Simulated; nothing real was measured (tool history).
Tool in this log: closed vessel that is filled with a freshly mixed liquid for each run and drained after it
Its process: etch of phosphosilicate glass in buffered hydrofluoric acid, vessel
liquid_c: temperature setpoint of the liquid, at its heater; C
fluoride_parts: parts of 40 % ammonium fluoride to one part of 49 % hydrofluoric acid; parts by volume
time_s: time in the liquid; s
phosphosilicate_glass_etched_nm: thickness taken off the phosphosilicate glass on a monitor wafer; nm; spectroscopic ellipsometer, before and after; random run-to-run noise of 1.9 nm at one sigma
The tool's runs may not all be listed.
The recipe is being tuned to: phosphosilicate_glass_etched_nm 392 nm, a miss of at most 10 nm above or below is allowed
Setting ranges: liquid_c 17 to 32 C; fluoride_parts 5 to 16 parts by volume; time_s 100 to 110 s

run,hour,liquid_c,fluoride_parts,time_s,phosphosilicate_glass_etched_nm
1,0,25,9.5,100,705.05
2,6,27.5,9.5,100,796.51
3,10,25.5,10,100,700.18
4,13.5,24,10.5,100,607.25
5,14.5,24,12,100,534.52
6,19.9,24,12,100,538.22
7,27.4,23,12,100,506.77
8,29.8,19,12,100,408.7

Consider the 5 candidate settings below. Which is the only one whose results all fall within their allowed miss of target?
A,32.2,20.5,13,100,?
B,32.2,20,13,105,?
C,32.2,18.5,12,100,?
D,32.2,19,12.5,105,?
E,32.2,19.5,12.5,105,?

move,phosphosilicate_glass_etched_nm
A,409.28
B,417.89
C,395.58
D,410.52
E,422.24
A: no better and no worse than the last run
B: further off than the last run
C: hits every target within its allowed miss
D: further off than the last run
E: further off than the last run
So the answer is move C, the one that meets all the targets.

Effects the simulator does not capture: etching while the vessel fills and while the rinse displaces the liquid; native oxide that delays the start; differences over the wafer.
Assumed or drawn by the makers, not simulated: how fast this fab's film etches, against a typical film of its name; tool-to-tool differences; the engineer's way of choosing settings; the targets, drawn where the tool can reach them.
